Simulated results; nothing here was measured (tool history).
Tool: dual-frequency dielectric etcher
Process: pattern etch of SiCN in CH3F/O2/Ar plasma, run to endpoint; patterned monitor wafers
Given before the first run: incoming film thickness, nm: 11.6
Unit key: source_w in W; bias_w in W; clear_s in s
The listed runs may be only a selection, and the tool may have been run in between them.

run  hour  source_w  bias_w  clear_s
  1     0       520     104   23.248
  2   4.1       480     104   24.063
  3   5.6       480      88   24.986
  4  14.3       540      88   23.943
  5  16.3       540      69   25.767
  6  22.9       590      80   23.742
  7  25.9       630      87   22.511

Estimate the outcome of run 8 from the log above:
  8  34.1       660      92        ?

clear_s: 21.53 s

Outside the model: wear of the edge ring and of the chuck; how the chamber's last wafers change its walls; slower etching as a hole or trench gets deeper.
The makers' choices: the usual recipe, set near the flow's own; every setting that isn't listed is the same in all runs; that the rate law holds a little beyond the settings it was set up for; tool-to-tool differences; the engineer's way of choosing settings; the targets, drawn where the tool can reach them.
